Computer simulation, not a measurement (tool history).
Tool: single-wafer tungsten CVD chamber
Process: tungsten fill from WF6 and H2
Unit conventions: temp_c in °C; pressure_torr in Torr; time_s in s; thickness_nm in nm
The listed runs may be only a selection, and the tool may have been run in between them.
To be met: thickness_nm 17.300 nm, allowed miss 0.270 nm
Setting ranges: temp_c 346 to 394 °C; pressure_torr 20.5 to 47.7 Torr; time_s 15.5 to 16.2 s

run  hour  temp_c  pressure_torr  time_s  thickness_nm
  1   0.0     370           34.1    16.2        26.543
  2   5.2     367           34.0    16.2        24.571
  3  10.3     365           34.0    16.2        23.353
  4  16.4     363           34.0    16.2        22.323
  5  20.4     363           30.4    16.2        21.086
  6  27.3     363           30.4    16.2        21.077
  7  29.9     362           30.4    16.2        20.734
  8  36.8     352           30.2    16.2        15.988
  9  39.2     352           30.2    16.2        15.858
 10  41.3     353           30.2    16.2        16.399
 11  47.9     354           30.2    16.2        16.783

Exercise: of the 4 proposed moves below, exactly one satisfies all targets within the stated allowed misses. Which move is it?
  A  54.5     352           32.3    15.7             ?
  B  54.5     351           33.6    16.2             ?
  C  54.5     354           27.9    16.1             ?
  D  54.5     355           31.7    16.0             ?

move  thickness_nm
   A        15.863
   B        16.242
   C        16.003
   D        17.318
A: the biggest miss grows against the last run
B: the biggest miss grows against the last run
C: the biggest miss grows against the last run
D: every result lands within tolerance
Answer: D
